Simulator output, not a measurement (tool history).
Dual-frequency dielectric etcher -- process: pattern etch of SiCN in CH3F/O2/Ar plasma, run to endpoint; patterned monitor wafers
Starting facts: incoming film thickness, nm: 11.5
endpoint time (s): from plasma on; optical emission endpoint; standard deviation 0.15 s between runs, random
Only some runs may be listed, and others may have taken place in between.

| run | day | source power (W) | bias power (W) | endpoint time (s) |
|---|---|---|---|---|
| 1 | 0.000 | 340 | 95 | 30.267 |
| 2 | 0.042 | 300 | 95 | 33.006 |
| 3 | 0.133 | 330 | 96 | 30.953 |
| 4 | 0.312 | 350 | 97 | 29.728 |
| 5 | 0.438 | 310 | 97 | 31.886 |
| 6 | 0.729 | 360 | 97 | 29.461 |
| 7 | 0.879 | 380 | 98 | 28.228 |
| 8 | 1.196 | 390 | 98 | 28.247 |

For run 9, what comes out?
| 9 | 1.462 | 400 | 99 | ? |

For run 9 the tool returned endpoint time (s) 27.742.
